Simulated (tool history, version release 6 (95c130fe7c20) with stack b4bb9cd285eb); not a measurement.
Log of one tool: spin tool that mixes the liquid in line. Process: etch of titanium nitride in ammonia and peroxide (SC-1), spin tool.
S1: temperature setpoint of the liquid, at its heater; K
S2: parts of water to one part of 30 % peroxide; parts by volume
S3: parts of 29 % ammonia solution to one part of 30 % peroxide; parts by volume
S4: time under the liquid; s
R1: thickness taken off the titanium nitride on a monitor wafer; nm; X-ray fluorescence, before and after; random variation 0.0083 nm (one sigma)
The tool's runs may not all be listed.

{"run": 1, "hour": 0.0, "S1": 332.15, "S2": 11.0, "S3": 0.8, "S4": 15, "R1": 2.4665}
{"run": 2, "hour": 0.9, "S1": 336.65, "S2": 11.0, "S3": 0.8, "S4": 15, "R1": 3.2941}
{"run": 3, "hour": 5.2, "S1": 335.65, "S2": 11.0, "S3": 0.8, "S4": 15, "R1": 3.1296}
{"run": 4, "hour": 9.0, "S1": 335.65, "S2": 7.5, "S3": 0.8, "S4": 15, "R1": 3.7393}
{"run": 5, "hour": 14.4, "S1": 335.65, "S2": 5.0, "S3": 0.8, "S4": 15, "R1": 4.5527}
{"run": 6, "hour": 18.2, "S1": 335.65, "S2": 5.0, "S3": 0.65, "S4": 15, "R1": 4.4144}
{"run": 7, "hour": 26.0, "S1": 334.15, "S2": 5.0, "S3": 0.65, "S4": 15, "R1": 4.0098}

Forecast run 8:
{"run": 8, "hour": 34.5, "S1": 332.65, "S2": 5.0, "S3": 0.65, "S4": 15, "R1": "?"}

R1: 3.5952 nm
